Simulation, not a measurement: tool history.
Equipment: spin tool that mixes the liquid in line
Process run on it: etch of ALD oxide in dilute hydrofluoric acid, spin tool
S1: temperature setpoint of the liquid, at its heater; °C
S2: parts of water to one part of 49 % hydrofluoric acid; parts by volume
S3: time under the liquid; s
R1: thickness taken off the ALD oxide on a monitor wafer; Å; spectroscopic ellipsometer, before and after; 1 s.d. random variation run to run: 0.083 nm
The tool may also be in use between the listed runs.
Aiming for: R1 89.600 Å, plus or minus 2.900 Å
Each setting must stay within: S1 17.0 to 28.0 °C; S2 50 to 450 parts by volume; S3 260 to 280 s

run 1 hour=0.0 | S1=20.0 S2=250 S3=260 | R1=109.080
run 2 hour=6.9 | S1=20.0 S2=250 S3=260 | R1=112.180
run 3 hour=13.9 | S1=23.5 S2=250 S3=260 | R1=125.580
run 4 hour=21.4 | S1=22.0 S2=255 S3=260 | R1=116.410
run 5 hour=28.4 | S1=22.0 S2=290 S3=260 | R1=100.300
run 6 hour=37.2 | S1=21.5 S2=290 S3=260 | R1=97.594
run 7 hour=45.3 | S1=21.0 S2=290 S3=260 | R1=97.158
run 8 hour=49.4 | S1=20.5 S2=290 S3=260 | R1=93.562

Next run, 4 choices. One meets every target within its allowed miss, the rest don't. Which?
run A hour=53.5 | S1=21.5 S2=290 S3=260 | R1=?
run B hour=53.5 | S1=20.0 S2=295 S3=260 | R1=?
run C hour=53.5 | S1=17.5 S2=310 S3=280 | R1=?
run D hour=53.5 | S1=20.5 S2=280 S3=260 | R1=?

move=A R1=97.921
move=B R1=90.741
move=C R1=83.676
move=D R1=98.705
A: further off than the last run
B: every result lands within tolerance
C: takes the biggest miss from the last run beyond its target
D: further off than the last run
B is the move that brings every result within its allowed miss.

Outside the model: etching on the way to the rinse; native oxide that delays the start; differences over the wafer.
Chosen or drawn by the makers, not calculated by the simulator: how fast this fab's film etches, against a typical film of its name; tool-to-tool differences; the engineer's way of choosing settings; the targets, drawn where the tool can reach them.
